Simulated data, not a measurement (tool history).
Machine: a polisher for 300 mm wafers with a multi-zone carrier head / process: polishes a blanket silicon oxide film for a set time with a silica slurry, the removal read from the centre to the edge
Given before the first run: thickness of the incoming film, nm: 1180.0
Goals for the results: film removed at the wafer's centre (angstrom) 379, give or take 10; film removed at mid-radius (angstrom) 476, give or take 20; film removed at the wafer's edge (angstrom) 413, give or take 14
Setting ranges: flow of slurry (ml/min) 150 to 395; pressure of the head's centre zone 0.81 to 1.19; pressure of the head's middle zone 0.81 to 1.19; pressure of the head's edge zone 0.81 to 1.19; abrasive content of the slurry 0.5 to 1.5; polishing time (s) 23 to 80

run	hour	flow of slurry (ml/min)	pressure of the head's centre zone	pressure of the head's middle zone	pressure of the head's edge zone	abrasive content of the slurry	polishing time (s)	film removed at the wafer's centre (angstrom)	film removed at mid-radius (angstrom)	film removed at the wafer's edge (angstrom)
1	0	250	1	1	1	1	51	905.06	865.84	885.76
2	3.5	250	1	1	1	1.1	51	945.79	907.93	906.4
3	11.5	250	1	1	1	1.1	60	1100.9	1072	1076.1
4	13	250	1	1	1	1.1	54	978.01	954.45	967.88
5	19.8	240	0.97	1.03	0.98	1	49	840.33	851.19	839.78
6	20.3	240	0.97	1.03	0.98	1.1	49	870.86	868.67	865.6
7	25	240	0.94	1.06	0.95	1	45	747	800.03	738.4
8	27.9	235	0.92	1.07	0.94	0.9	42	651.23	720.55	656.12
9	35.2	230	0.9	1.07	0.93	0.85	40	593.54	673.83	624.22
10	39.1	230	0.89	1.08	0.91	0.8	38	540.07	619.19	579.11
11	48	230	0.89	1.08	0.91	0.8	38	537.25	614.34	568.93
12	48.9	230	0.88	1.09	0.89	0.75	37	508.8	583.96	526.24
13	55.1	230	0.88	1.09	0.89	0.75	37	508.4	590.65	531.95
14	62.2	230	0.87	1.09	0.88	0.7	36	475.74	548.23	503.97
15	63.4	230	0.86	1.1	0.87	0.65	36	454.54	530.98	484.77
16	71.7	230	0.85	1.11	0.86	0.6	36	433.83	540.43	461.42
17	77.9	225	0.84	1.1	0.85	0.6	36	428.63	535.38	460.95
18	80.8	200	0.81	1.07	0.81	0.5	33	340.92	415.98	371.03
19	81.5	215	0.81	1.07	0.82	0.5	33	350.51	431.35	383.83
20	89.6	225	0.81	1.07	0.82	0.5	33	349.49	429.64	382.17
21	97.1	240	0.81	1.08	0.83	0.5	33	349.12	440.59	390.9
22	103.3	310	0.88	1.12	0.86	0.55	33	410.1	492.71	422.07
23	104.9	310	0.87	1.12	0.86	0.55	33	406.36	493.63	417.42
24	110.4	310	0.86	1.12	0.86	0.55	33	402.76	496.66	420.84

Next run, 4 choices. One meets every target within its allowed miss, the rest don't. Which?
A	115.9	305	0.85	1.15	0.91	0.5	33	?	?	?
B	115.9	310	0.9	1.1	0.84	0.6	32	?	?	?
C	115.9	290	0.87	1.1	0.81	0.95	28	?	?	?
D	115.9	320	0.89	1.17	0.86	0.5	34	?	?	?

move	film removed at the wafer's centre (angstrom)	film removed at mid-radius (angstrom)	film removed at the wafer's edge (angstrom)
A	381.3	475.34	417.86
B	424.96	481.35	424.17
C	432.2	507.03	440.32
D	413.65	499.3	420.95
A: in spec on every target
B: moves away from the targets compared with the last run
C: moves away from the targets compared with the last run
D: moves away from the targets compared with the last run
The right move is A.
